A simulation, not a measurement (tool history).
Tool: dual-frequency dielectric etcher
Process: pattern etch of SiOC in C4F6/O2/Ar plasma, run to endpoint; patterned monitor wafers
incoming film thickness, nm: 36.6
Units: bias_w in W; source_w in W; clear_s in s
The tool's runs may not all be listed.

{"run": 1, "hour": 0.0, "bias_w": 574, "source_w": 330, "clear_s": 14.515}
{"run": 2, "hour": 6.7, "bias_w": 543, "source_w": 320, "clear_s": 15.198}
{"run": 3, "hour": 7.3, "bias_w": 518, "source_w": 320, "clear_s": 15.226}
{"run": 4, "hour": 13.9, "bias_w": 518, "source_w": 350, "clear_s": 14.975}
{"run": 5, "hour": 21.4, "bias_w": 518, "source_w": 310, "clear_s": 15.505}
{"run": 6, "hour": 26.2, "bias_w": 433, "source_w": 310, "clear_s": 16.337}

Run 7 comes next. What will it give?
{"run": 7, "hour": 33.6, "bias_w": 419, "source_w": 300, "clear_s": "?"}

{"run 7": {"clear_s": 16.664}}
